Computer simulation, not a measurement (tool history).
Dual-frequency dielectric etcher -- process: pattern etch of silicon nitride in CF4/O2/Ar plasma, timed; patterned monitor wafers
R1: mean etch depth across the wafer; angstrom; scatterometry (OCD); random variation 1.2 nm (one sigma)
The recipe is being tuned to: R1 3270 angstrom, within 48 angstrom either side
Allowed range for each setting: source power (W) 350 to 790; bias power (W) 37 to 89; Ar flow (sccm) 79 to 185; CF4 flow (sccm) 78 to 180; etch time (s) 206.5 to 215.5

{"run": 1, "hour": 0.0, "source power (W)": 570, "bias power (W)": 63, "Ar flow (sccm)": 132, "CF4 flow (sccm)": 129, "etch time (s)": 206.5, "R1": 4650.8}
{"run": 2, "hour": 5.0, "source power (W)": 570, "bias power (W)": 71, "Ar flow (sccm)": 132, "CF4 flow (sccm)": 129, "etch time (s)": 206.5, "R1": 4892.5}
{"run": 3, "hour": 7.8, "source power (W)": 540, "bias power (W)": 69, "Ar flow (sccm)": 133, "CF4 flow (sccm)": 129, "etch time (s)": 206.5, "R1": 4572.7}
{"run": 4, "hour": 14.3, "source power (W)": 540, "bias power (W)": 69, "Ar flow (sccm)": 133, "CF4 flow (sccm)": 109, "etch time (s)": 206.5, "R1": 4469.1}
{"run": 5, "hour": 17.1, "source power (W)": 510, "bias power (W)": 69, "Ar flow (sccm)": 133, "CF4 flow (sccm)": 109, "etch time (s)": 206.5, "R1": 4193.6}
{"run": 6, "hour": 23.3, "source power (W)": 490, "bias power (W)": 69, "Ar flow (sccm)": 133, "CF4 flow (sccm)": 109, "etch time (s)": 206.5, "R1": 4016.7}
{"run": 7, "hour": 31.7, "source power (W)": 480, "bias power (W)": 69, "Ar flow (sccm)": 133, "CF4 flow (sccm)": 109, "etch time (s)": 206.5, "R1": 3918.3}
{"run": 8, "hour": 33.4, "source power (W)": 470, "bias power (W)": 69, "Ar flow (sccm)": 133, "CF4 flow (sccm)": 109, "etch time (s)": 206.5, "R1": 3854.2}
{"run": 9, "hour": 37.5, "source power (W)": 460, "bias power (W)": 69, "Ar flow (sccm)": 133, "CF4 flow (sccm)": 109, "etch time (s)": 206.5, "R1": 3760.7}

Which one of the following 5 next-run settings gets every result inside its allowed miss? There is exactly one.
{"run": "A", "hour": 41.6, "source power (W)": 450, "bias power (W)": 65, "Ar flow (sccm)": 164, "CF4 flow (sccm)": 113, "etch time (s)": 206.5, "R1": "?"}
{"run": "B", "hour": 41.6, "source power (W)": 420, "bias power (W)": 65, "Ar flow (sccm)": 133, "CF4 flow (sccm)": 100, "etch time (s)": 206.5, "R1": "?"}
{"run": "C", "hour": 41.6, "source power (W)": 450, "bias power (W)": 65, "Ar flow (sccm)": 156, "CF4 flow (sccm)": 104, "etch time (s)": 209.5, "R1": "?"}
{"run": "D", "hour": 41.6, "source power (W)": 500, "bias power (W)": 78, "Ar flow (sccm)": 107, "CF4 flow (sccm)": 121, "etch time (s)": 215, "R1": "?"}
{"run": "E", "hour": 41.6, "source power (W)": 500, "bias power (W)": 77, "Ar flow (sccm)": 119, "CF4 flow (sccm)": 111, "etch time (s)": 215.5, "R1": "?"}

move=A R1=3498.9
move=B R1=3262.6
move=C R1=3528.4
move=D R1=4631.3
move=E R1=4524.7
A: nearer the targets than the last run, but a result is still out of spec
B: each result inside its tolerance
C: nearer the targets than the last run, but a result is still out of spec
D: the biggest miss grows against the last run
E: the biggest miss grows against the last run
Go with B: it meets all targets.
